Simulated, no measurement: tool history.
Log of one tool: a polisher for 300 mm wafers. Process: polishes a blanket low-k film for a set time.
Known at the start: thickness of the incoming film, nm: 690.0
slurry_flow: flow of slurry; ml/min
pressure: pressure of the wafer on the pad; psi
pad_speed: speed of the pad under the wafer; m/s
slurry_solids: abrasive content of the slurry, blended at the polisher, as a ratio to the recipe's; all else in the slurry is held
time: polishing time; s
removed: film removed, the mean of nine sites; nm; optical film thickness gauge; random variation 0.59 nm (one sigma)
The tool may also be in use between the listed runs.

run	hour	slurry_flow	pressure	pad_speed	slurry_solids	time	removed
1	0	140	1.8	0.8	1	109	35.07
2	7.2	150	2.1	0.82	1	109	41.711
3	9.5	150	2.1	0.82	1	109	42.432
4	12.4	160	2.3	0.84	1	109	48.224
5	17.2	165	2.5	0.86	1	109	53.153
6	18.9	170	2.6	0.9	1	109	55.857
7	21.5	170	2.7	0.96	1	109	62.471
8	28.5	170	2.7	0.98	1	109	62.438
9	29.7	175	2.7	1	1	109	65.422

The next listed run, before its measurement:
10	36.6	180	2.7	1	1	109	?

{"run 10": {"removed": 64.626}}
